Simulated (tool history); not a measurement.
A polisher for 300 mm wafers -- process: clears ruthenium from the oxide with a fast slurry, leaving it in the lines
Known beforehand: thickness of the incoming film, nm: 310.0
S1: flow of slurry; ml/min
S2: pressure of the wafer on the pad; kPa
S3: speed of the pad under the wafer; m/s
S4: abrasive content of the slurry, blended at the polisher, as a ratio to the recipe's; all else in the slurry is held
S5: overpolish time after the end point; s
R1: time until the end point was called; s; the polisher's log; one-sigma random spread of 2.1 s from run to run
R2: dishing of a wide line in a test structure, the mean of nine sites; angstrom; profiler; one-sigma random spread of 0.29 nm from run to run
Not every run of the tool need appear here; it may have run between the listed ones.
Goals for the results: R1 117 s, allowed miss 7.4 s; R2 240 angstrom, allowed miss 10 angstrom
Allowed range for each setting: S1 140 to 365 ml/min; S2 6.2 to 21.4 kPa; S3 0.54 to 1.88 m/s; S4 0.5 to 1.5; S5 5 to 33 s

run 1 hour=0 | S1=235 S2=13.8 S3=1.2 S4=1 S5=17 | R1=114.8 R2=391.24
run 2 hour=8.6 | S1=235 S2=13.8 S3=1.2 S4=1 S5=14 | R1=111.41 R2=331.11
run 3 hour=13.8 | S1=235 S2=13.8 S3=1.2 S4=1 S5=13 | R1=113.77 R2=310.52
run 4 hour=21.7 | S1=235 S2=15.2 S3=1.2 S4=1 S5=13 | R1=103.99 R2=339.5
-- hour=24.4 worn pad replaced by a new one
run 5 hour=24.4 | S1=235 S2=16.5 S3=1.2 S4=1 S5=13 | R1=88.581 R2=395.72
run 6 hour=30.8 | S1=235 S2=18.6 S3=1.2 S4=1 S5=13 | R1=79.473 R2=437.51
run 7 hour=34.1 | S1=240 S2=14.5 S3=1.16 S4=1 S5=7 | R1=102.92 R2=198.12
run 8 hour=36.1 | S1=235 S2=14.5 S3=1.16 S4=1 S5=8 | R1=106.25 R2=217.72
run 9 hour=37.8 | S1=225 S2=14.5 S3=1.16 S4=1 S5=9 | R1=104.89 R2=241.41
run 10 hour=40.9 | S1=230 S2=14.5 S3=1.16 S4=1 S5=9 | R1=106.38 R2=248.51
run 11 hour=41.7 | S1=230 S2=14.5 S3=1.16 S4=1 S5=9 | R1=104.41 R2=242.74

Exercise: of the 4 proposed moves below, exactly one satisfies all targets within the stated allowed misses. Which move is it?
run A hour=42.5 | S1=265 S2=10.3 S3=1.26 S4=1 S5=12 | R1=? R2=?
run B hour=42.5 | S1=215 S2=13.8 S3=1.1 S4=1 S5=10 | R1=? R2=?
run C hour=42.5 | S1=250 S2=13.1 S3=1.06 S4=0.9 S5=12 | R1=? R2=?
run D hour=42.5 | S1=220 S2=14.5 S3=1.08 S4=1.2 S5=9 | R1=? R2=?

move=A R1=127.97 R2=255.57
move=B R1=113.46 R2=241.71
move=C R1=125.27 R2=260.5
move=D R1=103.82 R2=238.11
A: takes the biggest miss from the last run beyond its target
B: every result lands within tolerance
C: takes the biggest miss from the last run beyond its target
D: no nearer and no further than the last run
The move that meets every target is B.
